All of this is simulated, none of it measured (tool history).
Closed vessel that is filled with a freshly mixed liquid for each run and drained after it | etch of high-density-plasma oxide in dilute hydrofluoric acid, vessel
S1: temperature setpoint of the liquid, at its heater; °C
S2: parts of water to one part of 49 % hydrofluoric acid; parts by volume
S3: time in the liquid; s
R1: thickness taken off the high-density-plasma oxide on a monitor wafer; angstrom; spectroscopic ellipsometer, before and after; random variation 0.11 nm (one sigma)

{"run": 1, "hour": 0.0, "S1": 24, "S2": 70, "S3": 320, "R1": 206.05}
{"run": 2, "hour": 8.5, "S1": 24, "S2": 80, "S3": 320, "R1": 176.12}
{"run": 3, "hour": 16.0, "S1": 26.5, "S2": 80, "S3": 320, "R1": 195.38}
{"run": 4, "hour": 21.0, "S1": 26.5, "S2": 55, "S3": 320, "R1": 293.6}
{"hour": 25.4, "done": "hydrofluoric acid flow meter replaced"}
{"run": 5, "hour": 25.4, "S1": 24.5, "S2": 60, "S3": 320, "R1": 277.48}
{"run": 6, "hour": 26.4, "S1": 24.5, "S2": 75, "S3": 320, "R1": 221.57}
{"run": 7, "hour": 31.4, "S1": 24, "S2": 80, "S3": 320, "R1": 200.38}
{"run": 8, "hour": 36.0, "S1": 24, "S2": 85, "S3": 320, "R1": 188.48}
{"run": 9, "hour": 42.6, "S1": 23.5, "S2": 90, "S3": 320, "R1": 172.01}
{"run": 10, "hour": 46.9, "S1": 23, "S2": 90, "S3": 320, "R1": 166.93}

Forecast run 11:
{"run": 11, "hour": 52.8, "S1": 22.5, "S2": 90, "S3": 320, "R1": "?"}

{"run 11": {"R1": 167.27}}
